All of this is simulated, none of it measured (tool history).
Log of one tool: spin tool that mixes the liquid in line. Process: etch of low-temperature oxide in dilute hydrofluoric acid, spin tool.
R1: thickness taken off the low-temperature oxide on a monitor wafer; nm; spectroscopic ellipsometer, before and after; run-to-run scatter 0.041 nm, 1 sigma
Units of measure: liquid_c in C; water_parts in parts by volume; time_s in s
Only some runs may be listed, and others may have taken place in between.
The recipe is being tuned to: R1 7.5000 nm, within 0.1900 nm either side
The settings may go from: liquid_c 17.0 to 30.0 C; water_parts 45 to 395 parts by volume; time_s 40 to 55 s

Run 1, hour 0.0: liquid_c 22.0 C, water_parts 220 parts by volume, time_s 55 s. Result: R1 5.4228 nm.
Run 2, hour 7.4: liquid_c 22.0 C, water_parts 285 parts by volume, time_s 55 s. Result: R1 3.9408 nm.
Run 3, hour 11.9: liquid_c 22.0 C, water_parts 255 parts by volume, time_s 55 s. Result: R1 4.5264 nm.
Run 4, hour 15.2: liquid_c 24.0 C, water_parts 255 parts by volume, time_s 55 s. Result: R1 4.8902 nm.
Run 5, hour 17.4: liquid_c 24.0 C, water_parts 255 parts by volume, time_s 55 s. Result: R1 4.8952 nm.
Run 6, hour 20.6: liquid_c 24.0 C, water_parts 290 parts by volume, time_s 55 s. Result: R1 4.1699 nm.
Run 7, hour 26.7: liquid_c 25.0 C, water_parts 275 parts by volume, time_s 55 s. Result: R1 4.6308 nm.
Run 8, hour 27.6: liquid_c 26.0 C, water_parts 260 parts by volume, time_s 55 s. Result: R1 5.1376 nm.
Run 9, hour 31.2: liquid_c 27.0 C, water_parts 250 parts by volume, time_s 55 s. Result: R1 5.6005 nm.
Run 10, hour 37.4: liquid_c 30.0 C, water_parts 205 parts by volume, time_s 55 s. Result: R1 7.9581 nm.
Run 11, hour 45.5: liquid_c 30.0 C, water_parts 205 parts by volume, time_s 55 s. Result: R1 7.8650 nm.
Run 12, hour 50.9: liquid_c 29.5 C, water_parts 205 parts by volume, time_s 55 s. Result: R1 7.8398 nm.

Exercise: of the 4 proposed moves below, exactly one satisfies all targets within the stated allowed misses. Which move is it?
Run A, hour 56.3: liquid_c 29.0 C, water_parts 180 parts by volume, time_s 50 s. Result: R1 ?.
Run B, hour 56.3: liquid_c 30.0 C, water_parts 165 parts by volume, time_s 40 s. Result: R1 ?.
Run C, hour 56.3: liquid_c 29.5 C, water_parts 200 parts by volume, time_s 55 s. Result: R1 ?.
Run D, hour 56.3: liquid_c 30.0 C, water_parts 205 parts by volume, time_s 55 s. Result: R1 ?.

move      R1
   A  8.1795
   B  7.5372
   C  8.0421
   D  7.9344
A: further off than the last run
B: meets every target
C: further off than the last run
D: further off than the last run
Correct choice: B, which meets every target
